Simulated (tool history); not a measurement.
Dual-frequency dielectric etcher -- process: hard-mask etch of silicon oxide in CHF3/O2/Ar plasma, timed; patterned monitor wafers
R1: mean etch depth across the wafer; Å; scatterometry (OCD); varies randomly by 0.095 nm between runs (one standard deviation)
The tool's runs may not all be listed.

run 1 hour=0 | source_power_(W)=510 bias_power_(W)=173 etch_time_(s)=17 | R1=320.28
run 2 hour=3.9 | source_power_(W)=470 bias_power_(W)=163 etch_time_(s)=17 | R1=295.5
run 3 hour=5.2 | source_power_(W)=440 bias_power_(W)=161 etch_time_(s)=17 | R1=283.34
run 4 hour=7.1 | source_power_(W)=420 bias_power_(W)=160 etch_time_(s)=17 | R1=275.28
run 5 hour=14.2 | source_power_(W)=420 bias_power_(W)=160 etch_time_(s)=17 | R1=273.18
run 6 hour=18.4 | source_power_(W)=340 bias_power_(W)=160 etch_time_(s)=17 | R1=234.8
run 7 hour=21.2 | source_power_(W)=350 bias_power_(W)=161 etch_time_(s)=17 | R1=242.17
run 8 hour=26.1 | source_power_(W)=360 bias_power_(W)=161 etch_time_(s)=17 | R1=246.51

Expected results for the next run?
run 9 hour=32.3 | source_power_(W)=360 bias_power_(W)=161 etch_time_(s)=17 | R1=?

R1: 246 Å
